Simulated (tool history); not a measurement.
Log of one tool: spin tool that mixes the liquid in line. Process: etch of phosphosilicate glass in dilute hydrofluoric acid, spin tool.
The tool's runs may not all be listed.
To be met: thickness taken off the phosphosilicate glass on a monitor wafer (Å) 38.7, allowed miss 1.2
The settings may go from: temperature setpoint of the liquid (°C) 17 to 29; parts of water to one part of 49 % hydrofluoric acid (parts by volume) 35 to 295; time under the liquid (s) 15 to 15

run	hour	temperature setpoint of the liquid (°C)	parts of water to one part of 49 % hydrofluoric acid (parts by volume)	time under the liquid (s)	thickness taken off the phosphosilicate glass on a monitor wafer (Å)
1	0	21	165	15	44.966
2	4.4	21	145	15	52.324
3	9.1	21	120	15	64.71
4	17.4	20	135	15	54.479
5	22.9	17.5	135	15	48.981
6	31.3	17.5	145	15	45.298
7	38.3	17.5	150	15	43.823
8	39.9	17.5	155	15	41.293

4 next moves are on the table. One of them brings every result within its allowed miss. Which?
A	41.5	17	150	15	?
B	41.5	22	165	15	?
C	41.5	17	155	15	?
D	41.5	17	165	15	?

move	thickness taken off the phosphosilicate glass on a monitor wafer (Å)
A	43.141
B	47.131
C	41.548
D	38.658
A: further off than the last run
B: further off than the last run
C: further off than the last run
D: meets every target
Answer: D
